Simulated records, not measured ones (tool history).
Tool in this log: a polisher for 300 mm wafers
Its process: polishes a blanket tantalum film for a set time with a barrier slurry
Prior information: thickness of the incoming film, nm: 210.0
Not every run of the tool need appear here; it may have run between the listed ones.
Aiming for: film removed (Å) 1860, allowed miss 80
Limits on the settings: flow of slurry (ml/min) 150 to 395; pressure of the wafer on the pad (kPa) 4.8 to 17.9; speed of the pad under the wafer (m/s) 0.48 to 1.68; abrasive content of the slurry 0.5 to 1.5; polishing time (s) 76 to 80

run,hour,flow of slurry (ml/min),pressure of the wafer on the pad (kPa),speed of the pad under the wafer (m/s),abrasive content of the slurry,polishing time (s),film removed (Å)
1,0,250,11,1.08,1,76,1207.8
2,8.9,250,11,1.08,1,76,1217.4
3,17.2,250,12.4,1.08,1,76,1351.4
4,25.2,250,12.4,0.8,1,76,1012.8
5,32.6,250,12.4,0.8,1,80,1071.5
6,41.4,250,13.8,0.82,1,80,1199.9
7,43.8,250,15.2,0.86,1,80,1417.2
8,52.4,250,15.2,0.86,1,80,1398.3
9,60.6,250,15.9,0.88,1,80,1466.4
10,63.7,250,16.5,0.9,1,80,1590.5
11,72.3,250,17.9,0.94,1,80,1792.5

Which one of the following 5 next-run settings gets every result inside its allowed miss? There is exactly one.
A,80.9,220,17.2,0.94,0.85,80,?
B,80.9,220,17.9,0.98,0.9,76,?
C,80.9,215,17.2,1,0.95,76,?
D,80.9,270,17.9,0.9,1.5,80,?
E,80.9,260,17.2,0.9,1.05,79,?

move,film removed (Å)
A,1638.9
B,1703
C,1685.3
D,1842.6
E,1636.8
A: the biggest miss grows against the last run
B: the biggest miss grows against the last run
C: the biggest miss grows against the last run
D: hits every target within its allowed miss
E: the biggest miss grows against the last run
The right move is D.
